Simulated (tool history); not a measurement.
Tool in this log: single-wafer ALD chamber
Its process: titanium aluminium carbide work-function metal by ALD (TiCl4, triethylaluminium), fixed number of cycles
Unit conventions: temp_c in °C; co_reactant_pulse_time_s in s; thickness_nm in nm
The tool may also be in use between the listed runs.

run  hour  temp_c  co_reactant_pulse_time_s  thickness_nm
  1   0.0     300                      9.06        1.8170
  2   8.8     303                      9.24        1.8469
  3  12.0     303                      7.29        1.7553
  4  16.2     303                      6.31        1.6739
  5  20.1     310                      6.31        1.7358
  6  27.8     310                      8.01        1.8477
  7  35.0     312                      8.07        1.8737
  8  40.7     314                      8.11        1.8959
  9  41.3     315                      8.14        1.9047

The next listed run, before its measurement:
 10  45.4     316                      8.17             ?

thickness_nm: 1.9196 nm
